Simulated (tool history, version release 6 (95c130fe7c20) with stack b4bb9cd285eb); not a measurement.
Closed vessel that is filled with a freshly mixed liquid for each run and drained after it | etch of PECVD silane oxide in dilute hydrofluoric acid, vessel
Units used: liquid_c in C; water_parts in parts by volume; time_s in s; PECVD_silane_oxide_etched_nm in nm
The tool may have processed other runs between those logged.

run 1 hour=0.0 | liquid_c=23.0 water_parts=185 time_s=180 | PECVD_silane_oxide_etched_nm=18.557
run 2 hour=3.1 | liquid_c=24.0 water_parts=170 time_s=180 | PECVD_silane_oxide_etched_nm=21.254
run 3 hour=10.7 | liquid_c=24.0 water_parts=230 time_s=180 | PECVD_silane_oxide_etched_nm=14.785
run 4 hour=14.1 | liquid_c=25.0 water_parts=210 time_s=180 | PECVD_silane_oxide_etched_nm=17.111
run 5 hour=16.2 | liquid_c=26.5 water_parts=210 time_s=180 | PECVD_silane_oxide_etched_nm=18.045
run 6 hour=22.9 | liquid_c=27.0 water_parts=195 time_s=180 | PECVD_silane_oxide_etched_nm=20.109
run 7 hour=29.0 | liquid_c=27.5 water_parts=180 time_s=180 | PECVD_silane_oxide_etched_nm=22.392
run 8 hour=30.2 | liquid_c=28.0 water_parts=165 time_s=180 | PECVD_silane_oxide_etched_nm=25.443
run 9 hour=35.4 | liquid_c=28.5 water_parts=155 time_s=180 | PECVD_silane_oxide_etched_nm=27.973
run 10 hour=38.0 | liquid_c=29.0 water_parts=145 time_s=180 | PECVD_silane_oxide_etched_nm=30.571
run 11 hour=42.2 | liquid_c=29.0 water_parts=135 time_s=180 | PECVD_silane_oxide_etched_nm=33.531
run 12 hour=43.6 | liquid_c=29.0 water_parts=130 time_s=180 | PECVD_silane_oxide_etched_nm=35.158
run 13 hour=46.1 | liquid_c=29.0 water_parts=125 time_s=180 | PECVD_silane_oxide_etched_nm=37.001
run 14 hour=52.7 | liquid_c=29.0 water_parts=125 time_s=180 | PECVD_silane_oxide_etched_nm=37.184

Run 15 is up next; what results do you expect?
run 15 hour=54.8 | liquid_c=29.0 water_parts=120 time_s=180 | PECVD_silane_oxide_etched_nm=?

{"run 15": {"PECVD_silane_oxide_etched_nm": 38.641}}

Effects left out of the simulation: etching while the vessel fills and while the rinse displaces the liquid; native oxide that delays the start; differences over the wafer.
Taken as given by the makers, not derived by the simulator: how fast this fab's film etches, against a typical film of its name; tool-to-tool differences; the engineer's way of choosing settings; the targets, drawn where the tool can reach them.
